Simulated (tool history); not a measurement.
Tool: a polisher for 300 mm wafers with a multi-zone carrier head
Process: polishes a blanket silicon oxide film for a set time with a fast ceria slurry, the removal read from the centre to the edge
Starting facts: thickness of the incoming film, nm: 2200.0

run  hour  flow of slurry (ml/min)  pressure of the head's centre zone  pressure of the head's middle zone  pressure of the head's edge zone  polishing time (s)  film removed at the wafer's centre (Å)  film removed at mid-radius (Å)  film removed at the wafer's edge (Å)
  1     0                      240                                   1                                   1                                 1                  33                                  7347.6                          7004.4                                7395.9
  2   0.9                      245                                1.01                                   1                              1.03                  34                                  7681.9                          7360.5                                7689.5
  3   4.5                      295                                1.01                                   1                              1.03                  34                                  7846.1                          7569.7                                7831.2
  4   5.3                      295                                1.01                                   1                              1.03                  42                                  9810.5                          9302.7                                9898.8
  5  13.7                      295                                1.01                                0.94                              1.03                  42                                  9744.3                          8757.6                                9684.5
  6  15.6                      325                                1.01                                0.94                              1.03                  42                                  9825.6                          8941.7                                9623.3
  7  21.7                      315                                   1                                0.93                              1.03                  42                                  9638.1                          8842.1                                9768.1

For run 8, what comes out?
  8  29.1                      305                                   1                                0.92                              1.02                  42                                       ?                               ?                                     ?

Logged for run 8: film removed at the wafer's centre (Å) 9697.9, film removed at mid-radius (Å) 8712.8, film removed at the wafer's edge (Å) 9590.6.
